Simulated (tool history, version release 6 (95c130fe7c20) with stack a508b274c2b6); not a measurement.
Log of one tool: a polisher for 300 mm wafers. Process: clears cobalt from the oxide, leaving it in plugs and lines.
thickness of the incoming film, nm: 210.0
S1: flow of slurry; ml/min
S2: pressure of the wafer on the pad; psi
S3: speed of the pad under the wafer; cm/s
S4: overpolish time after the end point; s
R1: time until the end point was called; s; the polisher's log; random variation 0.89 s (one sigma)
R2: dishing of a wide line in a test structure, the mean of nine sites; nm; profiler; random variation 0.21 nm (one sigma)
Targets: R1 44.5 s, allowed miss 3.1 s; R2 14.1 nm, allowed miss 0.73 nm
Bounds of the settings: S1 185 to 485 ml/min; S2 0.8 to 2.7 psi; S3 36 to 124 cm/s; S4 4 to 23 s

{"run": 1, "hour": 0.0, "S1": 310, "S2": 1.7, "S3": 80, "S4": 12, "R1": 68.311, "R2": 24.421}
{"run": 2, "hour": 8.3, "S1": 310, "S2": 1.8, "S3": 80, "S4": 11, "R1": 65.793, "R2": 24.119}
{"run": 3, "hour": 13.9, "S1": 280, "S2": 1.8, "S3": 80, "S4": 11, "R1": 65.155, "R2": 23.887}
{"run": 4, "hour": 17.1, "S1": 280, "S2": 2, "S3": 80, "S4": 11, "R1": 58.937, "R2": 26.368}
{"run": 5, "hour": 25.8, "S1": 265, "S2": 1.8, "S3": 88, "S4": 10, "R1": 62.376, "R2": 23.916}
{"run": 6, "hour": 28.5, "S1": 265, "S2": 1.8, "S3": 102, "S4": 10, "R1": 52.604, "R2": 27.216}
{"run": 7, "hour": 37.2, "S1": 305, "S2": 1.7, "S3": 104, "S4": 9, "R1": 53.744, "R2": 24.214}
{"run": 8, "hour": 42.1, "S1": 340, "S2": 1.6, "S3": 108, "S4": 8, "R1": 55.26, "R2": 21.557}
{"hour": 50.2, "done": "slurry nozzle cleaned"}
{"run": 9, "hour": 50.2, "S1": 430, "S2": 1.4, "S3": 124, "S4": 4, "R1": 52.842, "R2": 12.22}
{"run": 10, "hour": 59.0, "S1": 430, "S2": 1.5, "S3": 124, "S4": 4, "R1": 49.791, "R2": 12.752}

5 next moves are on the table. One of them brings every result within its allowed miss. Which?
{"run": "A", "hour": 67.8, "S1": 260, "S2": 1.4, "S3": 122, "S4": 4, "R1": "?", "R2": "?"}
{"run": "B", "hour": 67.8, "S1": 485, "S2": 1.5, "S3": 124, "S4": 5, "R1": "?", "R2": "?"}
{"run": "C", "hour": 67.8, "S1": 485, "S2": 1.7, "S3": 122, "S4": 4, "R1": "?", "R2": "?"}
{"run": "D", "hour": 67.8, "S1": 465, "S2": 1.5, "S3": 114, "S4": 4, "R1": "?", "R2": "?"}
{"run": "E", "hour": 67.8, "S1": 455, "S2": 1.5, "S3": 104, "S4": 5, "R1": "?", "R2": "?"}

move=A R1=55.182 R2=11.813
move=B R1=49.012 R2=16.086
move=C R1=44.117 R2=14.476
move=D R1=53.333 R2=12.188
move=E R1=58.406 R2=13.751
A: further off than the last run
B: takes the result that was furthest off past its target
C: meets every target
D: further off than the last run
E: brings the result that was furthest off to its target, and leaves another outside
Move C is the one to make.

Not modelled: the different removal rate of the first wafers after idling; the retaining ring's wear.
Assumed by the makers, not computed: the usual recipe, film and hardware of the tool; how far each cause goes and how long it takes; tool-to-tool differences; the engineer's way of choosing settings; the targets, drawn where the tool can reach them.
